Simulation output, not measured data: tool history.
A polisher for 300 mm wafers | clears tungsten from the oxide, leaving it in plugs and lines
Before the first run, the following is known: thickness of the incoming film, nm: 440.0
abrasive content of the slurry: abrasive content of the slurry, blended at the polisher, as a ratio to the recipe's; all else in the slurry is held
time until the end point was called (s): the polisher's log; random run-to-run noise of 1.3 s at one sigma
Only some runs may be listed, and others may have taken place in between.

run	hour	flow of slurry (ml/min)	pressure of the wafer on the pad (psi)	speed of the pad under the wafer (cm/s)	abrasive content of the slurry	overpolish time after the end point (s)	time until the end point was called (s)
1	0.0	315	3.0	138	1.0	30	79.506
2	7.0	315	3.0	138	1.1	30	78.241
3	11.5	315	3.0	164	1.1	30	66.425
4	18.4	315	2.8	162	1.1	30	72.113
5	20.3	315	2.8	162	1.3	30	69.613
6	25.2	315	2.8	162	1.4	30	66.978

Estimate the outcome of run 7 from the log above:
7	31.4	315	2.6	162	1.4	30	?

{"run 7": {"time until the end point was called (s)": 71.17}}
